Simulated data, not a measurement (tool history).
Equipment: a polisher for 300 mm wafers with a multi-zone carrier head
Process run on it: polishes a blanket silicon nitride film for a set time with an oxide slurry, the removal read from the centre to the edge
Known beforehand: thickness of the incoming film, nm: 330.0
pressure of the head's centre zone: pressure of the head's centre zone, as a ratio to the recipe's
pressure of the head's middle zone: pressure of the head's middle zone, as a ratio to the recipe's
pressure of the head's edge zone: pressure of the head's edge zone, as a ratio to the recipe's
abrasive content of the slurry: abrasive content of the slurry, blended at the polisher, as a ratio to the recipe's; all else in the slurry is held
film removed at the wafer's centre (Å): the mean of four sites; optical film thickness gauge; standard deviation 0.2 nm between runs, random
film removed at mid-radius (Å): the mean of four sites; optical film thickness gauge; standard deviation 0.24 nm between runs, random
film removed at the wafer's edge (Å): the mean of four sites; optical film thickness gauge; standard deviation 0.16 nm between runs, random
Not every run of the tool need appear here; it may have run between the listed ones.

run,day,flow of slurry (ml/min),pressure of the head's centre zone,pressure of the head's middle zone,pressure of the head's edge zone,abrasive content of the slurry,polishing time (s),film removed at the wafer's centre (Å),film removed at mid-radius (Å),film removed at the wafer's edge (Å)
1,0,225,1,1,1,1,78,393.85,363.4,368.83
2,0.196,220,1.01,0.95,0.96,0.85,68,320.58,286.11,281.59
3,0.425,220,1.01,0.95,0.96,0.7,68,275.1,243.91,247.39
4,0.517,220,1.01,0.95,0.96,0.7,78,309.94,273.53,278.67
5,0.708,210,1.01,0.9,0.95,0.65,72,272.14,235,237.33
6,0.771,205,1.02,0.87,0.97,0.6,70,245.95,207.44,222.24
7,1.008,170,1.05,0.81,0.87,0.5,65,190.81,143.28,158.54
8,1.054,205,1.04,0.82,0.88,0.5,65,194.3,148.48,162.89

Expected results for the next run?
9,1.362,205,1.05,0.84,0.91,0.5,64,?,?,?

{"run 9": {"film removed at the wafer's centre (Å)": 192.34, "film removed at mid-radius (Å)": 150.96, "film removed at the wafer's edge (Å)": 164.85}}
